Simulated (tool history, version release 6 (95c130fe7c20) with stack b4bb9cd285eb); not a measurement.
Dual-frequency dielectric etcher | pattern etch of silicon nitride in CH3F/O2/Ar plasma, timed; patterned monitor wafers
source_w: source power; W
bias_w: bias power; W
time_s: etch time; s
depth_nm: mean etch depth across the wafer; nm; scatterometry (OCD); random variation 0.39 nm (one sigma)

run 1 hour=0.0 | source_w=500 bias_w=73 time_s=76.5 | depth_nm=63.287
run 2 hour=7.4 | source_w=450 bias_w=73 time_s=76.5 | depth_nm=61.779
run 3 hour=13.9 | source_w=470 bias_w=76 time_s=76.5 | depth_nm=62.984
run 4 hour=21.9 | source_w=490 bias_w=78 time_s=76.5 | depth_nm=64.248
run 5 hour=29.7 | source_w=560 bias_w=78 time_s=76.5 | depth_nm=66.619
run 6 hour=38.4 | source_w=560 bias_w=65 time_s=76.5 | depth_nm=63.085
run 7 hour=41.1 | source_w=570 bias_w=68 time_s=77.0 | depth_nm=64.965
run 8 hour=49.4 | source_w=580 bias_w=70 time_s=77.5 | depth_nm=66.321
run 9 hour=57.0 | source_w=590 bias_w=72 time_s=77.5 | depth_nm=66.641

Forecast run 10:
run 10 hour=59.2 | source_w=590 bias_w=72 time_s=77.5 | depth_nm=?

{"run 10": {"depth_nm": 66.501}}
